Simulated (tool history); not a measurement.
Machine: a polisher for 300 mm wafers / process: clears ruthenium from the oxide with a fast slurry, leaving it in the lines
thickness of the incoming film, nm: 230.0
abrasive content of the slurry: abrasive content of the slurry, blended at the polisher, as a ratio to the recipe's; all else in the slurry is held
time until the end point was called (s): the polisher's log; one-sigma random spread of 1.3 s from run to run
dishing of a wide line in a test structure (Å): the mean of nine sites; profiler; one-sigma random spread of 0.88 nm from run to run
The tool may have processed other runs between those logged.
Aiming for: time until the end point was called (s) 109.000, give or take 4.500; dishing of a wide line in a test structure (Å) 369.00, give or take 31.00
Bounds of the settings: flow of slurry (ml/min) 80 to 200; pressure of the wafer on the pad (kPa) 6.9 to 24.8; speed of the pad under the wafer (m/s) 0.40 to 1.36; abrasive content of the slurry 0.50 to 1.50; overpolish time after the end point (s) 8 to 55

run	hour	flow of slurry (ml/min)	pressure of the wafer on the pad (kPa)	speed of the pad under the wafer (m/s)	abrasive content of the slurry	overpolish time after the end point (s)	time until the end point was called (s)	dishing of a wide line in a test structure (Å)
1	0.0	130	15.9	0.88	1.00	28	62.925	387.08
2	4.5	130	12.4	0.88	1.00	28	81.158	345.33
3	9.5	130	12.4	0.88	1.00	36	80.637	383.71
4	18.3	125	11.0	0.88	1.00	38	90.622	381.94
5	20.0	125	11.0	0.80	1.00	38	97.480	369.71
6	25.4	125	11.0	0.80	1.15	38	95.844	365.29
7	29.6	120	10.3	0.80	1.15	39	102.510	369.05
8	30.2	115	10.3	0.80	1.15	39	102.630	361.06
9	34.0	110	10.3	0.80	1.15	40	104.690	351.02

4 next moves are on the table. One of them brings every result within its allowed miss. Which?
A	37.8	105	10.3	0.80	1.10	29	?	?
B	37.8	80	13.1	0.76	1.15	36	?	?
C	37.8	90	13.1	0.72	1.20	43	?	?
D	37.8	80	11.0	0.74	1.45	46	?	?

move	time until the end point was called (s)	dishing of a wide line in a test structure (Å)
A	107.570	309.22
B	96.799	362.28
C	96.390	389.13
D	108.230	382.31
A: the worst result of the last run now meets its target, but another is out of spec
B: its largest miss is bigger than the last run's
C: its largest miss is bigger than the last run's
D: all results in spec
D meets every target.

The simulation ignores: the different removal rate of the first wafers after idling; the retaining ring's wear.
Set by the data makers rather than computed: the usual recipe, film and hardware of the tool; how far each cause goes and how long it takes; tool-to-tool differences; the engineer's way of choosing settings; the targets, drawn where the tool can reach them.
